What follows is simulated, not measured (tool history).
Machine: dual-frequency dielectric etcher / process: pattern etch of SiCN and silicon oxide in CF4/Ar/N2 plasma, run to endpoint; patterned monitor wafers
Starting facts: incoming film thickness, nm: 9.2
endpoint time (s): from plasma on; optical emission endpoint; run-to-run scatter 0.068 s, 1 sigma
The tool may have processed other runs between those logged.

| run | hour | source power (W) | bias power (W) | Ar flow (sccm) | CF4 flow (sccm) | endpoint time (s) |
|---|---|---|---|---|---|---|
| 1 | 0.0 | 430 | 98 | 72 | 59 | 9.2298 |
| 2 | 1.2 | 430 | 98 | 72 | 65 | 9.3488 |
| 3 | 5.7 | 430 | 98 | 65 | 65 | 9.2820 |
| 4 | 10.3 | 430 | 98 | 65 | 75 | 9.0017 |
| 5 | 14.8 | 440 | 98 | 65 | 75 | 8.7427 |
| 6 | 19.6 | 440 | 84 | 65 | 75 | 9.2297 |
| 7 | 28.2 | 450 | 85 | 65 | 75 | 8.9733 |
| 8 | 28.9 | 460 | 85 | 65 | 75 | 8.7472 |
| 9 | 37.6 | 470 | 85 | 65 | 75 | 8.7323 |

Run 10, settings as shown, results not yet in. Your forecast:
| 10 | 41.6 | 520 | 87 | 64 | 75 | ? |

{"run 10": {"endpoint time (s)": 7.5092}}
